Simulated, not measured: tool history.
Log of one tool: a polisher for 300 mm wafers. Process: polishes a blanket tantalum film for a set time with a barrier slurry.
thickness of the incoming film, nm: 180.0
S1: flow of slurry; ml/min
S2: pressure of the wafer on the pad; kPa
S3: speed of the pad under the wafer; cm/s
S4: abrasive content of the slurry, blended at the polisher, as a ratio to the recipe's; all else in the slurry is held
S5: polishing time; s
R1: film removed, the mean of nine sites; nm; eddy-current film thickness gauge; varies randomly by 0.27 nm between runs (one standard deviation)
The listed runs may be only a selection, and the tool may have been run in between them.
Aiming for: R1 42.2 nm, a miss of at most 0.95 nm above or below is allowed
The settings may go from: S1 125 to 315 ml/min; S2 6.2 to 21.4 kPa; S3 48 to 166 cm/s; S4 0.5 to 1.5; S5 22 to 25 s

Run 1, hour 0: S1 205 ml/min, S2 13.8 kPa, S3 106 cm/s, S4 1, S5 25 s. Result: R1 38.353 nm.
Run 2, hour 0.6: S1 230 ml/min, S2 13.8 kPa, S3 106 cm/s, S4 1, S5 25 s. Result: R1 38.992 nm.
Run 3, hour 1.9: S1 235 ml/min, S2 13.8 kPa, S3 106 cm/s, S4 1, S5 25 s. Result: R1 39.33 nm.
Run 4, hour 10.7: S1 240 ml/min, S2 13.8 kPa, S3 106 cm/s, S4 1, S5 25 s. Result: R1 39.278 nm.
Run 5, hour 18.1: S1 240 ml/min, S2 13.8 kPa, S3 90 cm/s, S4 1, S5 25 s. Result: R1 33.838 nm.
Run 6, hour 23.1: S1 240 ml/min, S2 13.8 kPa, S3 90 cm/s, S4 1, S5 25 s. Result: R1 33.777 nm.
Run 7, hour 29.5: S1 245 ml/min, S2 13.8 kPa, S3 90 cm/s, S4 1, S5 25 s. Result: R1 33.942 nm.
Run 8, hour 37.6: S1 250 ml/min, S2 13.8 kPa, S3 90 cm/s, S4 1, S5 25 s. Result: R1 34.439 nm.
Run 9, hour 46: S1 255 ml/min, S2 13.8 kPa, S3 90 cm/s, S4 1, S5 25 s. Result: R1 34.036 nm.
Run 10, hour 53.3: S1 260 ml/min, S2 15.2 kPa, S3 90 cm/s, S4 1, S5 25 s. Result: R1 37.566 nm.
Run 11, hour 62.2: S1 270 ml/min, S2 15.9 kPa, S3 90 cm/s, S4 1, S5 25 s. Result: R1 38.243 nm.

Of the 5 settings listed for the next run, only one would bring every result within its allowed miss of target. Which one?
Run A, hour 71.1: S1 255 ml/min, S2 17.2 kPa, S3 98 cm/s, S4 1.05, S5 25 s. Result: R1 ?.
Run B, hour 71.1: S1 275 ml/min, S2 17.2 kPa, S3 78 cm/s, S4 1.15, S5 22 s. Result: R1 ?.
Run C, hour 71.1: S1 285 ml/min, S2 17.2 kPa, S3 76 cm/s, S4 1, S5 24 s. Result: R1 ?.
Run D, hour 71.1: S1 280 ml/min, S2 17.2 kPa, S3 104 cm/s, S4 1.1, S5 24 s. Result: R1 ?.
Run E, hour 71.1: S1 265 ml/min, S2 17.2 kPa, S3 90 cm/s, S4 1.25, S5 24 s. Result: R1 ?.

move      R1
   A  44.598
   B  33.509
   C  34.178
   D  46.289
   E  42.222
A: takes the result that was furthest off past its target
B: further off than the last run
C: further off than the last run
D: takes the result that was furthest off past its target
E: meets every target
E is the move that brings every result within its allowed miss.
